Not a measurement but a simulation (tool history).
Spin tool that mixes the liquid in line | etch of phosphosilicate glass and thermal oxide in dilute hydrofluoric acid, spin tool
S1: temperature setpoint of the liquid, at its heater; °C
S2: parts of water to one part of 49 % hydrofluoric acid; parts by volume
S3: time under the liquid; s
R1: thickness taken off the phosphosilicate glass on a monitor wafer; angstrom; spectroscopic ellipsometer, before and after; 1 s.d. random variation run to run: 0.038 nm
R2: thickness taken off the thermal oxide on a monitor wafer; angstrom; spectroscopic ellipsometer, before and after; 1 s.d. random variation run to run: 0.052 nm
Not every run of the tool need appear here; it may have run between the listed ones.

run,day,S1,S2,S3,R1,R2
1,0,21,180,30,87.211,6.1623
2,0.046,19,180,30,80.198,5.3497
3,0.238,19,180,20,53.396,3.9822
4,0.475,19,180,15,40.408,2.5999
5,0.792,19,240,15,28.468,1.8646
6,0.992,19,185,15,38.688,2.6574
7,1.238,20.5,165,15,46.932,3.1182
8,1.329,20.5,165,15,47.435,3.0481
9,1.504,21.5,150,15,54.996,3.2727

Expected results for the next run?
10,1.771,22,135,15,?,?

{"run 10": {"R1": 63.08, "R2": 4.4335}}

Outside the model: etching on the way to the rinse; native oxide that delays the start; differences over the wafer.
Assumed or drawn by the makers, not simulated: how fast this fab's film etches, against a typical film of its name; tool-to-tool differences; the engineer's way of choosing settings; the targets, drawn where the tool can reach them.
